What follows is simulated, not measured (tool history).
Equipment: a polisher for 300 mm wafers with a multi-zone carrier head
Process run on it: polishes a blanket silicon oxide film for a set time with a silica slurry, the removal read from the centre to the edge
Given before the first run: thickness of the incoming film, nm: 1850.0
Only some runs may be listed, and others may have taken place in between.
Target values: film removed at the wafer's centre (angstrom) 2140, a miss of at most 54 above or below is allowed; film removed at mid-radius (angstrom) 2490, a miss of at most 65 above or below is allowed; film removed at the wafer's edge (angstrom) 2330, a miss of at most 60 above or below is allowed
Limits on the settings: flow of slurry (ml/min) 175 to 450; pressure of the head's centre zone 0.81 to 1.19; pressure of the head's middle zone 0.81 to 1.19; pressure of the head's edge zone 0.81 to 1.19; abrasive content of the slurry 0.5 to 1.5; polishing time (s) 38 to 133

run	hour	flow of slurry (ml/min)	pressure of the head's centre zone	pressure of the head's middle zone	pressure of the head's edge zone	abrasive content of the slurry	polishing time (s)	film removed at the wafer's centre (angstrom)	film removed at mid-radius (angstrom)	film removed at the wafer's edge (angstrom)
1	0	290	1	1	1	1	85	3161.6	3176.1	3127.3
2	6.8	280	0.96	0.99	0.96	0.9	85	2903.5	2918.9	2916.1
3	12.4	280	1	0.99	0.96	0.9	85	2988	2905.9	2929.2
4	16.9	275	0.95	1.01	0.93	0.8	84	2642.6	2754.3	2642.1
5	25.3	275	0.95	1.01	0.93	0.95	84	2889.8	3037.1	2918.3
6	33.1	270	0.92	1.01	0.91	0.85	84	2633.3	2851.8	2699.3
7	41.7	260	0.89	1	0.89	0.8	84	2479.5	2711	2564.5
8	48.9	260	0.89	1	0.89	0.8	84	2442.7	2688	2584.6
9	53	255	0.88	1	0.87	0.75	84	2320.8	2579.8	2452.2
10	58.1	245	0.87	1	0.86	0.75	84	2305.6	2577.2	2404.4
11	62.8	230	0.86	1	0.86	0.75	84	2249.4	2568.2	2390.2
12	65.3	230	0.86	1	0.86	0.75	84	2259.3	2566.9	2392.6
13	66.4	220	0.85	1	0.86	0.75	84	2230	2570.4	2402.4
14	71.5	220	0.85	1	0.86	0.75	84	2250.1	2553.4	2404.1
15	72.6	215	0.84	1	0.85	0.75	84	2207.5	2572.3	2378

Which single option among these 4 for the next run brings every result within its allowed miss of target? Just one does.
A	73.7	230	0.82	0.99	0.83	0.7	87	?	?	?
B	73.7	225	0.81	0.96	0.89	0.7	88	?	?	?
C	73.7	220	0.84	0.94	0.86	0.8	83	?	?	?
D	73.7	205	0.81	1.01	0.87	0.75	81	?	?	?

move	film removed at the wafer's centre (angstrom)	film removed at mid-radius (angstrom)	film removed at the wafer's edge (angstrom)
A	2154.5	2517.4	2372.9
B	2152.9	2476.3	2463.1
C	2288.6	2513.6	2513.1
D	2062.7	2477.9	2344.2
A: hits every target within its allowed miss
B: puts the biggest miss on target and leaves a different result outside tolerance
C: puts the biggest miss on target and leaves a different result outside tolerance
D: puts the biggest miss on target and leaves a different result outside tolerance
The right move is A.
